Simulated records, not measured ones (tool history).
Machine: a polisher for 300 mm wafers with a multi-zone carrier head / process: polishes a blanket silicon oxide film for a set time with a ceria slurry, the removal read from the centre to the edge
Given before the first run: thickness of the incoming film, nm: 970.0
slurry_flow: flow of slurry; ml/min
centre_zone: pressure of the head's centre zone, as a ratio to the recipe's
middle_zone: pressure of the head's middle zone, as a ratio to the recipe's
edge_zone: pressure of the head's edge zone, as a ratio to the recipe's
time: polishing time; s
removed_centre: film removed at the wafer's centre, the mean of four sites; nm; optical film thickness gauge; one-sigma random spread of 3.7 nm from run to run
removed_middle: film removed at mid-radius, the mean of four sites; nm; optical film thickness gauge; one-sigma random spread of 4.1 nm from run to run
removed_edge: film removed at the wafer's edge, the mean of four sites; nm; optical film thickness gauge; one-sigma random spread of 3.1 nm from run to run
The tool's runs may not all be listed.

{"run": 1, "hour": 0.0, "slurry_flow": 215, "centre_zone": 1, "middle_zone": 1, "edge_zone": 1, "time": 50, "removed_centre": 315.68, "removed_middle": 306.58, "removed_edge": 310.98}
{"run": 2, "hour": 3.4, "slurry_flow": 215, "centre_zone": 1, "middle_zone": 1, "edge_zone": 0.96, "time": 50, "removed_centre": 309.54, "removed_middle": 302.06, "removed_edge": 307.07}
{"run": 3, "hour": 4.8, "slurry_flow": 220, "centre_zone": 0.99, "middle_zone": 0.98, "edge_zone": 0.99, "time": 52, "removed_centre": 330.71, "removed_middle": 306.73, "removed_edge": 318.92}
{"run": 4, "hour": 13.2, "slurry_flow": 205, "centre_zone": 0.97, "middle_zone": 0.98, "edge_zone": 1.02, "time": 54, "removed_centre": 329.18, "removed_middle": 323.46, "removed_edge": 338.57}
{"run": 5, "hour": 21.9, "slurry_flow": 205, "centre_zone": 0.97, "middle_zone": 0.98, "edge_zone": 0.94, "time": 54, "removed_centre": 329.31, "removed_middle": 320.82, "removed_edge": 325.23}
{"run": 6, "hour": 27.6, "slurry_flow": 205, "centre_zone": 0.97, "middle_zone": 0.98, "edge_zone": 0.98, "time": 55, "removed_centre": 332.48, "removed_middle": 336.65, "removed_edge": 339.71}

Predict the results of run 7:
{"run": 7, "hour": 28.8, "slurry_flow": 210, "centre_zone": 0.97, "middle_zone": 0.97, "edge_zone": 1.02, "time": 56, "removed_centre": "?", "removed_middle": "?", "removed_edge": "?"}

{"run 7": {"removed_centre": 341.9, "removed_middle": 333.66, "removed_edge": 351.47}}
